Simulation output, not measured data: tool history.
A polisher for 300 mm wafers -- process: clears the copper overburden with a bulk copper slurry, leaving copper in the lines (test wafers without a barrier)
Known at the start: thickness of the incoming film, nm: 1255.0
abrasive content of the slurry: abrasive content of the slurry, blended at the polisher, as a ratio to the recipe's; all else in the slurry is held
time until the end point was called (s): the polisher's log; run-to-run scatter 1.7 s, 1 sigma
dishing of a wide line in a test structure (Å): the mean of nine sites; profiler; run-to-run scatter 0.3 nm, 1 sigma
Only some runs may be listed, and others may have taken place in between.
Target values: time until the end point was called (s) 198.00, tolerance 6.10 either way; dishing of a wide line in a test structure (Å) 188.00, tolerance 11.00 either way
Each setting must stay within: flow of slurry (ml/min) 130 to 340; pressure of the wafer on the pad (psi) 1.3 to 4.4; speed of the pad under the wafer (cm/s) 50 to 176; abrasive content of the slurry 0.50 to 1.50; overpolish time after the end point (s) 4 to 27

run  hour  flow of slurry (ml/min)  pressure of the wafer on the pad (psi)  speed of the pad under the wafer (cm/s)  abrasive content of the slurry  overpolish time after the end point (s)  time until the end point was called (s)  dishing of a wide line in a test structure (Å)
  1   0.0                      220                                     2.8                                      112                            1.00                                       14                                   151.32                                          268.06
  2   0.5                      220                                     2.5                                      118                            1.00                                       12                                   160.32                                          254.78
  3   3.2                      215                                     2.2                                      124                            0.95                                       10                                   174.05                                          239.41
  4   6.8                      215                                     1.7                                      124                            0.95                                       10                                   223.39                                          219.49
  5  14.0                      215                                     1.7                                      130                            0.85                                        9                                   215.49                                          216.96
  6  18.3                      215                                     1.7                                      136                            0.75                                        8                                   211.49                                          200.25
  7  19.7                      220                                     1.7                                      136                            0.75                                        7                                   216.87                                          189.17
  8  26.1                      220                                     1.8                                      136                            0.75                                        7                                   203.34                                          196.32

Which single option among these 4 for the next run brings every result within its allowed miss of target? Just one does.
  A  32.5                      230                                     1.3                                      174                            0.70                                        8                                        ?                                               ?
  B  32.5                      195                                     1.8                                      132                            1.00                                        9                                        ?                                               ?
  C  32.5                      165                                     2.3                                      116                            0.70                                        6                                        ?                                               ?
  D  32.5                      195                                     1.9                                      124                            1.00                                        9                                        ?                                               ?

move  time until the end point was called (s)  dishing of a wide line in a test structure (Å)
   A                                   219.74                                          194.95
   B                                   200.25                                          217.46
   C                                   199.25                                          185.98
   D                                   202.11                                          217.75
A: the biggest miss grows against the last run
B: the worst result of the last run now meets its target, but another is out of spec
C: each result inside its tolerance
D: the worst result of the last run now meets its target, but another is out of spec
Go with C: it meets all targets.
